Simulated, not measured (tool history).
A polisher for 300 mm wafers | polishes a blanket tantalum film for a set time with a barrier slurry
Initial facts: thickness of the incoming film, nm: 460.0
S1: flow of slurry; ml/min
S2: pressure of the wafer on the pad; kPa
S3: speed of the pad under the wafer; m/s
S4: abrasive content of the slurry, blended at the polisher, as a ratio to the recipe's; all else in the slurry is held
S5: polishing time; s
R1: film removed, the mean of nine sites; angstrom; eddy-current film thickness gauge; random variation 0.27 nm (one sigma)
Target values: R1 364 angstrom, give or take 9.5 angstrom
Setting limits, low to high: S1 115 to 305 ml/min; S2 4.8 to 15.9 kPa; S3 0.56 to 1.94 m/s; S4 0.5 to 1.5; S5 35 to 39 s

| run | hour | S1 | S2 | S3 | S4 | S5 | R1 |
|---|---|---|---|---|---|---|---|
| 1 | 0 | 195 | 10.3 | 1.24 | 1 | 39 | 485.55 |
| 2 | 6.2 | 190 | 9.7 | 1.24 | 1 | 39 | 455.38 |
| 3 | 7.6 | 180 | 8.3 | 1.24 | 1 | 39 | 388.23 |
| 4 | 9 | 175 | 8.3 | 1.24 | 1 | 39 | 388.56 |
| 5 | 12.1 | 175 | 8.3 | 1.24 | 1.15 | 39 | 407.86 |
| 6 | 20.7 | 175 | 7.6 | 1.24 | 1.15 | 39 | 376.47 |
| 7 | 28.8 | 170 | 7.6 | 1.24 | 1.15 | 39 | 379.22 |
| 8 | 31.3 | 165 | 6.9 | 1.24 | 1.15 | 39 | 341.3 |
| 9 | 33.7 | 170 | 6.9 | 1.24 | 1.15 | 39 | 341.4 |
| 10 | 41.6 | 170 | 7.6 | 1.24 | 1.15 | 39 | 379.5 |
| 11 | 50.3 | 170 | 6.9 | 1.24 | 1.15 | 39 | 345 |
| 12 | 56.1 | 195 | 7.6 | 1.24 | 1.15 | 39 | 378.2 |

Which single option among these 4 for the next run brings every result within its allowed miss of target? Just one does.
| A | 61.9 | 225 | 7.6 | 1.3 | 1.05 | 36 | ? |
| B | 61.9 | 190 | 7.6 | 1.36 | 1.1 | 38 | ? |
| C | 61.9 | 230 | 9.7 | 1.16 | 0.95 | 35 | ? |
| D | 61.9 | 225 | 8.3 | 1.18 | 1.25 | 37 | ? |

| move | R1 |
|---|---|
| A | 362.03 |
| B | 391.93 |
| C | 391.48 |
| D | 393.21 |
A: all results in spec
B: misses by more than the last run did
C: misses by more than the last run did
D: misses by more than the last run did
Go with A: it meets all targets.
